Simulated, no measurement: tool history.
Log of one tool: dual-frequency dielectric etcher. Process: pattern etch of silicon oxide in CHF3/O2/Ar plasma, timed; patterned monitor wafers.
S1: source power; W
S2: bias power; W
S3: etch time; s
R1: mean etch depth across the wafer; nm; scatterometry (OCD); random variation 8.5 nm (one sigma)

run 1 day=0.000 | S1=690 S2=234 S3=603.0 | R1=1450.2
run 2 day=0.125 | S1=800 S2=234 S3=603.0 | R1=1543.5
run 3 day=0.367 | S1=710 S2=234 S3=603.0 | R1=1461.5
run 4 day=0.712 | S1=710 S2=234 S3=603.0 | R1=1467.1
run 5 day=0.821 | S1=710 S2=234 S3=630.5 | R1=1531.0
run 6 day=0.962 | S1=740 S2=237 S3=630.5 | R1=1550.4
run 7 day=1.038 | S1=770 S2=242 S3=630.5 | R1=1587.3

Run 8 comes next. What will it give?
run 8 day=1.338 | S1=800 S2=246 S3=630.5 | R1=?

Run 8 gave R1 1626.2 nm.
